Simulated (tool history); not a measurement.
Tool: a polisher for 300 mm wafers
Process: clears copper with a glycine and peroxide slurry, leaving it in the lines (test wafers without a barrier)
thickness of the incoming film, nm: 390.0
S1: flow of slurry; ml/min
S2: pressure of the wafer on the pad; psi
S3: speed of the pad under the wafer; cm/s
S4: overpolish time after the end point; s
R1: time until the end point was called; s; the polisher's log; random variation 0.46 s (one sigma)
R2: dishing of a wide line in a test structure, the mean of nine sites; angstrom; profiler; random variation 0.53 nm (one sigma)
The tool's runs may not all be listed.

run,hour,S1,S2,S3,S4,R1,R2
1,0,190,2,108,15,77.277,530.12
2,7.6,190,2,124,15,70.382,567.58
3,11.3,160,2,124,15,73.709,553.35
4,13.2,160,2,124,9,73.076,349.18
5,18.6,160,2,114,9,76.619,338.86
6,19.4,160,2,130,9,70.362,369.97
7,23,180,2.2,130,8,63.816,362.6
8,24.5,215,2.8,132,7,51.066,387.01

The next listed run, before its measurement:
9,27.5,215,2.9,134,7,?,?

Run 9 gave R1 48.322 s, R2 408.67 angstrom.
